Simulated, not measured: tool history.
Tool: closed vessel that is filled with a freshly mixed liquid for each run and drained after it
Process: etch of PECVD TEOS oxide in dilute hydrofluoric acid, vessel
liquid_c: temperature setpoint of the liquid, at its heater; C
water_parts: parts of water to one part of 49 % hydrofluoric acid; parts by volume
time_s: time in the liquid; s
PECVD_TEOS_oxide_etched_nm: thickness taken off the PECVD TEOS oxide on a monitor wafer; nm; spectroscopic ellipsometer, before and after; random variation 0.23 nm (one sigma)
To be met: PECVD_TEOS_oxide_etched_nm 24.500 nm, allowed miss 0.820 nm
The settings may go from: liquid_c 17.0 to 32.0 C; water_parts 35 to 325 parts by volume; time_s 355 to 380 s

Run 1, hour 0.0: liquid_c 24.0 C, water_parts 180 parts by volume, time_s 355 s. Result: PECVD_TEOS_oxide_etched_nm 16.485 nm.
Run 2, hour 7.7: liquid_c 21.5 C, water_parts 180 parts by volume, time_s 355 s. Result: PECVD_TEOS_oxide_etched_nm 14.808 nm.
Run 3, hour 15.9: liquid_c 21.5 C, water_parts 180 parts by volume, time_s 355 s. Result: PECVD_TEOS_oxide_etched_nm 14.909 nm.
Run 4, hour 22.2: liquid_c 23.0 C, water_parts 175 parts by volume, time_s 355 s. Result: PECVD_TEOS_oxide_etched_nm 16.589 nm.
Run 5, hour 27.8: liquid_c 24.0 C, water_parts 175 parts by volume, time_s 355 s. Result: PECVD_TEOS_oxide_etched_nm 16.866 nm.
Run 6, hour 31.4: liquid_c 25.0 C, water_parts 170 parts by volume, time_s 355 s. Result: PECVD_TEOS_oxide_etched_nm 18.239 nm.
Run 7, hour 35.4: liquid_c 26.0 C, water_parts 170 parts by volume, time_s 355 s. Result: PECVD_TEOS_oxide_etched_nm 18.834 nm.
Run 8, hour 38.8: liquid_c 27.0 C, water_parts 170 parts by volume, time_s 355 s. Result: PECVD_TEOS_oxide_etched_nm 19.689 nm.
Run 9, hour 40.8: liquid_c 27.5 C, water_parts 170 parts by volume, time_s 355 s. Result: PECVD_TEOS_oxide_etched_nm 19.797 nm.
Run 10, hour 44.2: liquid_c 28.0 C, water_parts 170 parts by volume, time_s 355 s. Result: PECVD_TEOS_oxide_etched_nm 20.252 nm.
Run 11, hour 52.4: liquid_c 28.5 C, water_parts 170 parts by volume, time_s 355 s. Result: PECVD_TEOS_oxide_etched_nm 20.756 nm.
Run 12, hour 60.5: liquid_c 29.0 C, water_parts 170 parts by volume, time_s 355 s. Result: PECVD_TEOS_oxide_etched_nm 20.982 nm.
Run 13, hour 63.6: liquid_c 29.5 C, water_parts 170 parts by volume, time_s 355 s. Result: PECVD_TEOS_oxide_etched_nm 21.609 nm.

Which of these 5 next moves meets every target?
Run A, hour 66.7: liquid_c 29.5 C, water_parts 160 parts by volume, time_s 355 s. Result: PECVD_TEOS_oxide_etched_nm ?.
Run B, hour 66.7: liquid_c 30.0 C, water_parts 185 parts by volume, time_s 380 s. Result: PECVD_TEOS_oxide_etched_nm ?.
Run C, hour 66.7: liquid_c 29.0 C, water_parts 185 parts by volume, time_s 355 s. Result: PECVD_TEOS_oxide_etched_nm ?.
Run D, hour 66.7: liquid_c 32.0 C, water_parts 175 parts by volume, time_s 380 s. Result: PECVD_TEOS_oxide_etched_nm ?.
Run E, hour 66.7: liquid_c 28.5 C, water_parts 160 parts by volume, time_s 355 s. Result: PECVD_TEOS_oxide_etched_nm ?.

move  PECVD_TEOS_oxide_etched_nm
   A                      23.296
   B                      21.269
   C                      19.183
   D                      24.413
   E                      22.471
A: nearer than the last run, and not there yet
B: further off than the last run
C: further off than the last run
D: meets every target
E: nearer than the last run, and not there yet
The right move is D.

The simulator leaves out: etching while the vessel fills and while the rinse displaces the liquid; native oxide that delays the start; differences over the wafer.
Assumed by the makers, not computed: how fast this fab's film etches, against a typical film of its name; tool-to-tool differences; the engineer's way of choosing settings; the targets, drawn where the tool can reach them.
